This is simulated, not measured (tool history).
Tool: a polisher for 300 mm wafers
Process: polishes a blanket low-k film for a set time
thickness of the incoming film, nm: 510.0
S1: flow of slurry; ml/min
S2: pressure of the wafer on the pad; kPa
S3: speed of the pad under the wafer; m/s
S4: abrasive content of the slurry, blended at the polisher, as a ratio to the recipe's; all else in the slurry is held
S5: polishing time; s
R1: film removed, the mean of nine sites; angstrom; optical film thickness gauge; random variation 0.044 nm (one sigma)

Run 1, day 0: S1 255 ml/min, S2 12.4 kPa, S3 1.06 m/s, S4 1, S5 35 s. Result: R1 133.08 angstrom.
Run 2, day 0.062: S1 250 ml/min, S2 11.7 kPa, S3 1.06 m/s, S4 1, S5 35 s. Result: R1 127.8 angstrom.
Run 3, day 0.312: S1 250 ml/min, S2 11 kPa, S3 1.04 m/s, S4 1, S5 35 s. Result: R1 120.88 angstrom.
Run 4, day 0.542: S1 250 ml/min, S2 12.4 kPa, S3 1.04 m/s, S4 1, S5 35 s. Result: R1 133.11 angstrom.
Run 5, day 0.675: S1 250 ml/min, S2 12.4 kPa, S3 0.86 m/s, S4 1, S5 35 s. Result: R1 113.93 angstrom.
Run 6, day 0.879: S1 250 ml/min, S2 11.7 kPa, S3 0.86 m/s, S4 1, S5 35 s. Result: R1 111.1 angstrom.
Run 7, day 1.25: S1 225 ml/min, S2 8.3 kPa, S3 0.84 m/s, S4 1, S5 35 s. Result: R1 85.195 angstrom.

The next listed run, before its measurement:
Run 8, day 1.388: S1 225 ml/min, S2 6.9 kPa, S3 0.84 m/s, S4 1, S5 35 s. Result: R1 ?.

Run 8 gave R1 75.668 angstrom.
